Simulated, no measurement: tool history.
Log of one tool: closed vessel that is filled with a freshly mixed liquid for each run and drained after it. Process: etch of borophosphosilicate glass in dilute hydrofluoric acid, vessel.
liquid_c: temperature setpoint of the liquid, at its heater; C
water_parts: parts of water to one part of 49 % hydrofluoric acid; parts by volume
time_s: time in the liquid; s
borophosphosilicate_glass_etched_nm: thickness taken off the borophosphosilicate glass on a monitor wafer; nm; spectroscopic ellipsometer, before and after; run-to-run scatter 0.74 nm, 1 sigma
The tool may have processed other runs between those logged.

run  hour  liquid_c  water_parts  time_s  borophosphosilicate_glass_etched_nm
  1     0        21          255     325                               32.675
  2   7.3        21          255     260                               26.457
  3  11.4        22          230     260                               31.068
  4  18.5        19          230     260                               27.349
  5  22.2      20.5          210     260                               32.901
  6  25.5      20.5          210     260                               32.235
  7  31.6      21.5          190     260                               38.332
  8  33.3      22.5          180     260                               43.166
  9  36.5      23.5          170     260                               46.954
 10  41.3        24          160     260                               51.735
 11  50.5      24.5          155     260                               54.537
 12  59.4        25          150     260                               58.561
 13  68.1      25.5          145     260                               61.634

Run 14 has not been measured yet. What should we expect?
 14  70.6        26          145     260                                    ?

{"run 14": {"borophosphosilicate_glass_etched_nm": 62.409}}
